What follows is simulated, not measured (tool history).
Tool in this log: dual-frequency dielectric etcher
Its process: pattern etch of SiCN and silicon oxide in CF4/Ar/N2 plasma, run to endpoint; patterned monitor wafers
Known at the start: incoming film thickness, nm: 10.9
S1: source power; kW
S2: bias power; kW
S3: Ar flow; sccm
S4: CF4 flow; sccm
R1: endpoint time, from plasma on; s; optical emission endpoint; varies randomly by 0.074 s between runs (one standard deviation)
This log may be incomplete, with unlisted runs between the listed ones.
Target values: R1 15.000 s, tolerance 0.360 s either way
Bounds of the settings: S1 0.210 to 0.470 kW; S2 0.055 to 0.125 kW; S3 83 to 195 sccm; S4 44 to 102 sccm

{"run": 1, "hour": 0.0, "S1": 0.34, "S2": 0.09, "S3": 139, "S4": 73, "R1": 16.905}
{"run": 2, "hour": 6.7, "S1": 0.34, "S2": 0.09, "S3": 139, "S4": 66, "R1": 17.238}
{"run": 3, "hour": 11.7, "S1": 0.34, "S2": 0.09, "S3": 156, "S4": 66, "R1": 17.412}
{"run": 4, "hour": 15.7, "S1": 0.34, "S2": 0.09, "S3": 156, "S4": 60, "R1": 17.71}
{"run": 5, "hour": 22.5, "S1": 0.34, "S2": 0.09, "S3": 156, "S4": 50, "R1": 18.152}
{"run": 6, "hour": 24.6, "S1": 0.34, "S2": 0.09, "S3": 156, "S4": 44, "R1": 18.591}
{"run": 7, "hour": 31.9, "S1": 0.37, "S2": 0.091, "S3": 156, "S4": 44, "R1": 17.282}
{"run": 8, "hour": 40.5, "S1": 0.39, "S2": 0.092, "S3": 156, "S4": 44, "R1": 16.452}
{"run": 9, "hour": 46.7, "S1": 0.4, "S2": 0.093, "S3": 156, "S4": 44, "R1": 16.19}
{"run": 10, "hour": 54.5, "S1": 0.41, "S2": 0.094, "S3": 156, "S4": 44, "R1": 15.805}
{"run": 11, "hour": 59.7, "S1": 0.42, "S2": 0.094, "S3": 156, "S4": 44, "R1": 15.477}

Which of these 5 next moves meets every target?
{"run": "A", "hour": 64.9, "S1": 0.37, "S2": 0.108, "S3": 150, "S4": 44, "R1": "?"}
{"run": "B", "hour": 64.9, "S1": 0.42, "S2": 0.1, "S3": 171, "S4": 48, "R1": "?"}
{"run": "C", "hour": 64.9, "S1": 0.4, "S2": 0.092, "S3": 161, "S4": 51, "R1": "?"}
{"run": "D", "hour": 64.9, "S1": 0.4, "S2": 0.088, "S3": 161, "S4": 52, "R1": "?"}
{"run": "E", "hour": 64.9, "S1": 0.38, "S2": 0.098, "S3": 137, "S4": 50, "R1": "?"}

move=A R1=16.245
move=B R1=15.168
move=C R1=15.938
move=D R1=16.127
move=E R1=15.938
A: its largest miss is bigger than the last run's
B: each result inside its tolerance
C: its largest miss is bigger than the last run's
D: its largest miss is bigger than the last run's
E: its largest miss is bigger than the last run's
So the answer is move B, the one that meets all the targets.
